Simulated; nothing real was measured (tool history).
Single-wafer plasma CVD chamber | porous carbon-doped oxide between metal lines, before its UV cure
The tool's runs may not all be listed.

run	hour	heater temperature setpoint (°C)	RF power (kW)	deposition time (s)	mean film thickness on the monitor wafer (Å)
1	0.0	315	0.615	22.5	1423.7
2	3.7	315	0.615	21.4	1363.0
3	9.0	320	0.580	21.4	1268.4
4	11.3	320	0.580	22.5	1337.0
5	15.2	311	0.580	22.5	1383.4
6	20.6	311	0.650	22.5	1532.0
7	29.2	316	0.600	22.3	1372.3
8	35.7	320	0.570	22.2	1290.1
9	40.0	323	0.550	22.1	1233.3
10	48.0	326	0.535	22.1	1191.0

The next listed run, before its measurement:
11	55.4	335	0.505	22.0	?

mean film thickness on the monitor wafer (Å): 1066.9

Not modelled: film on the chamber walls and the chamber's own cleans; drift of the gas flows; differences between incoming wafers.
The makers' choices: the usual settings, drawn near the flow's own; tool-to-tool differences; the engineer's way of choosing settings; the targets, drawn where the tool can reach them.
